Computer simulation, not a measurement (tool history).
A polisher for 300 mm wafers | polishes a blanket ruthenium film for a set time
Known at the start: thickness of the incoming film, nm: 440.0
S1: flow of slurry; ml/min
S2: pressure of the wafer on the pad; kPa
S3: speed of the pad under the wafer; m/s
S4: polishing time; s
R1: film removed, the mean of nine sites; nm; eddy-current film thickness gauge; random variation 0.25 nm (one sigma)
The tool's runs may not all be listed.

| run | hour | S1 | S2 | S3 | S4 | R1 |
|---|---|---|---|---|---|---|
| 1 | 0.0 | 155 | 13.8 | 1.12 | 33 | 45.729 |
| 2 | 6.0 | 155 | 12.4 | 1.12 | 33 | 41.774 |
| 3 | 9.4 | 155 | 14.5 | 1.12 | 33 | 48.290 |
| 4 | 11.1 | 145 | 13.1 | 1.12 | 33 | 43.388 |
| 5 | 15.8 | 145 | 13.1 | 1.12 | 30 | 39.247 |
| 6 | 24.0 | 145 | 13.1 | 1.32 | 30 | 45.626 |
| 7 | 30.3 | 135 | 12.4 | 1.32 | 30 | 43.184 |

Run 8 has not been measured yet. What should we expect?
| 8 | 38.0 | 135 | 12.4 | 1.32 | 30 | ? |

R1: 43.830 nm
